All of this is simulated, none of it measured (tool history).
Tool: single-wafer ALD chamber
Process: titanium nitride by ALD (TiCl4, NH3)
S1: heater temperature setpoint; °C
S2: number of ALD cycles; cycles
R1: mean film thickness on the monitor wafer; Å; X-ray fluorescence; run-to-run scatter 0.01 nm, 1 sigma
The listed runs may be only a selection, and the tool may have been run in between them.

Run 1, hour 0: S1 390 °C, S2 115 cycles, NH3 pulse time (s) 2.21. Result: R1 25.641 Å.
Run 2, hour 8.2: S1 390 °C, S2 115 cycles, NH3 pulse time (s) 2.65. Result: R1 25.565 Å.
Run 3, hour 12: S1 387 °C, S2 114 cycles, NH3 pulse time (s) 2.75. Result: R1 25.596 Å.
Run 4, hour 16: S1 397 °C, S2 114 cycles, NH3 pulse time (s) 2.75. Result: R1 25.728 Å.
Run 5, hour 21.1: S1 397 °C, S2 114 cycles, NH3 pulse time (s) 3.32. Result: R1 26.112 Å.
Run 6, hour 26: S1 397 °C, S2 115 cycles, NH3 pulse time (s) 3.32. Result: R1 25.997 Å.

Estimate the outcome of run 7 from the log above:
Run 7, hour 33.8: S1 393 °C, S2 114 cycles, NH3 pulse time (s) 2.98. Result: R1 ?.

Logged for run 7: R1 25.825 Å.
